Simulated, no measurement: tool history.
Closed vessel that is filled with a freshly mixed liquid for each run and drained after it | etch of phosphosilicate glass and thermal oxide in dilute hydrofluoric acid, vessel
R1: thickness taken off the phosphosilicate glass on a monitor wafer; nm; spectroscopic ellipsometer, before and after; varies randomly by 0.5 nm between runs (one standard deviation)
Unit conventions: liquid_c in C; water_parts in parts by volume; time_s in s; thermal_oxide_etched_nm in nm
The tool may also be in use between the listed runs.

{"run": 1, "hour": 0.0, "liquid_c": 20.0, "water_parts": 145, "time_s": 60, "R1": 43.36, "thermal_oxide_etched_nm": 1.6422}
{"run": 2, "hour": 1.7, "liquid_c": 21.5, "water_parts": 145, "time_s": 60, "R1": 46.182, "thermal_oxide_etched_nm": 1.7281}
{"run": 3, "hour": 8.8, "liquid_c": 21.5, "water_parts": 145, "time_s": 85, "R1": 65.417, "thermal_oxide_etched_nm": 2.451}
{"run": 4, "hour": 14.9, "liquid_c": 20.5, "water_parts": 150, "time_s": 85, "R1": 60.217, "thermal_oxide_etched_nm": 2.1881}
{"run": 5, "hour": 18.8, "liquid_c": 20.0, "water_parts": 150, "time_s": 85, "R1": 59.501, "thermal_oxide_etched_nm": 2.1203}
{"run": 6, "hour": 24.6, "liquid_c": 22.0, "water_parts": 150, "time_s": 85, "R1": 63.178, "thermal_oxide_etched_nm": 2.4013}

Run 7 has not been measured yet. What should we expect?
{"run": 7, "hour": 32.2, "liquid_c": 21.5, "water_parts": 155, "time_s": 85, "R1": "?", "thermal_oxide_etched_nm": "?"}

R1: 59.738 nm
thermal_oxide_etched_nm: 2.2201 nm
